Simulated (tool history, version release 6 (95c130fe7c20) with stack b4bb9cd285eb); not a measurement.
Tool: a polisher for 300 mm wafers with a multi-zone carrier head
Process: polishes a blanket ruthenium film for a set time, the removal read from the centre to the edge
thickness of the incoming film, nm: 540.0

run,day,flow of slurry (ml/min),pressure of the head's centre zone,pressure of the head's middle zone,pressure of the head's edge zone,polishing time (s),film removed at the wafer's centre (nm),film removed at mid-radius (nm),film removed at the wafer's edge (nm)
1,0,320,1,1,1,53,90.952,91.817,91.319
2,0.075,395,1,1,1,53,91.103,91.959,91.458
3,0.362,395,1,0.92,1,53,89.986,84.015,91.271
4,0.617,395,1.01,0.98,1.02,54,94.19,90.791,94.173
5,0.925,395,1.01,0.98,1.02,66,115.3,108.76,112.99
6,1.171,395,0.99,1,0.98,65,108.67,112.37,108.3
7,1.417,395,0.99,1,0.96,64,109.87,110.59,107.65

Run 8 comes next. What will it give?
8,1.783,395,0.98,1.01,0.94,63,?,?,?

film removed at the wafer's centre (nm): 104.84
film removed at mid-radius (nm): 108.26
film removed at the wafer's edge (nm): 105.79
